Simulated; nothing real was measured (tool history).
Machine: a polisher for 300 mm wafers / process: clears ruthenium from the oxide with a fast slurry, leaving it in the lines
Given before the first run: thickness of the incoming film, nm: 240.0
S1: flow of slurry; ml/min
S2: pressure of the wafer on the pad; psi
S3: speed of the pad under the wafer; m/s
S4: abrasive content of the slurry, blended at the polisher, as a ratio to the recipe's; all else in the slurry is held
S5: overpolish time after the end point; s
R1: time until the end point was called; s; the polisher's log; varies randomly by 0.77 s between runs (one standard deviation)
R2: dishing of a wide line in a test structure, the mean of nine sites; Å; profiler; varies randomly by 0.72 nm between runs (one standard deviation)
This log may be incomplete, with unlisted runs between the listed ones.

run  hour   S1   S2    S3  S4  S5      R1      R2
  1     0  180  1.8  1.24   1  11  79.402  257.57
  2   6.5  180  1.6  1.24   1  11  87.438  239.58
  3  14.4  180  1.6  0.96   1  11  109.63  193.13
  4  17.5  185    2     1   1  11  85.078  247.87
  5  24.7  190  2.2  1.02   1  11  78.266  278.24
  6  25.4  190  1.9  1.02   1  11  89.735  238.88
  7  30.9  190  2.2  1.06   1  10  77.886  249.53
  8  34.7  190  2.4  1.12   1  10  65.345  283.94
  9  40.7  190  2.5  1.12   1  10   61.99  295.35

Forecast run 10:
 10  45.9  190  2.6  1.12   1  10   ?   ?

{"run 10": {"R1": 60.858, "R2": 298.03}}
